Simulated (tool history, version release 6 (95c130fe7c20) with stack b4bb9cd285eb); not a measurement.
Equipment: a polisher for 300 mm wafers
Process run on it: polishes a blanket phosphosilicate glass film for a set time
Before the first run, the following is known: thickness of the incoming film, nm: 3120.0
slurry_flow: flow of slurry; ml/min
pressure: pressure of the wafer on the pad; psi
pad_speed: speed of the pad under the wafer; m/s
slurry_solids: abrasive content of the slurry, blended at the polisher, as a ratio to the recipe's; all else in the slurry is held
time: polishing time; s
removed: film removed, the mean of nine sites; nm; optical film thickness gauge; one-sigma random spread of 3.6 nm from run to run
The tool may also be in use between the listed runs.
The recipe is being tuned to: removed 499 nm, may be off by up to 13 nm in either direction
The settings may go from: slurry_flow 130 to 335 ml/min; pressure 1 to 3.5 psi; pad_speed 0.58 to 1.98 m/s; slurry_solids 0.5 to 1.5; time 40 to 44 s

| run | hour | slurry_flow | pressure | pad_speed | slurry_solids | time | removed |
|---|---|---|---|---|---|---|---|
| 1 | 0 | 215 | 2.2 | 1.28 | 1 | 44 | 303.96 |
| 2 | 7.9 | 225 | 2.5 | 1.28 | 1 | 44 | 337.32 |
| 3 | 15.6 | 225 | 2.8 | 1.3 | 1 | 44 | 375.03 |
| 4 | 20.7 | 225 | 3 | 1.32 | 1 | 44 | 401.44 |
| 5 | 22.7 | 195 | 3 | 1.32 | 1 | 44 | 390.91 |
| 6 | 23.9 | 195 | 3 | 1.32 | 1.15 | 44 | 413.86 |
| 7 | 28.8 | 220 | 3.1 | 1.32 | 1.15 | 44 | 432.89 |
| 8 | 32.3 | 235 | 3.2 | 1.32 | 1.15 | 44 | 448.07 |
| 9 | 38 | 240 | 3.3 | 1.32 | 1.15 | 44 | 459.92 |
| 10 | 41.7 | 240 | 3.4 | 1.34 | 1.15 | 44 | 465.74 |

Below are 5 possible settings for the next run. Only one of them brings all results inside the allowed miss of their targets. Which is it?
| A | 45.4 | 200 | 3.4 | 1.38 | 1.1 | 41 | ? |
| B | 45.4 | 265 | 3.2 | 1.5 | 1.4 | 40 | ? |
| C | 45.4 | 240 | 3.5 | 1.44 | 1.05 | 44 | ? |
| D | 45.4 | 225 | 3.5 | 1.38 | 1.15 | 42 | ? |
| E | 45.4 | 275 | 3.4 | 1.34 | 1.25 | 42 | ? |

| move | removed |
|---|---|
| A | 435.18 |
| B | 473.97 |
| C | 495.87 |
| D | 470.52 |
| E | 473.6 |
A: misses by more than the last run did
B: an improvement on the last run, though not all results are within tolerance
C: every result lands within tolerance
D: an improvement on the last run, though not all results are within tolerance
E: an improvement on the last run, though not all results are within tolerance
The move that meets every target is C.
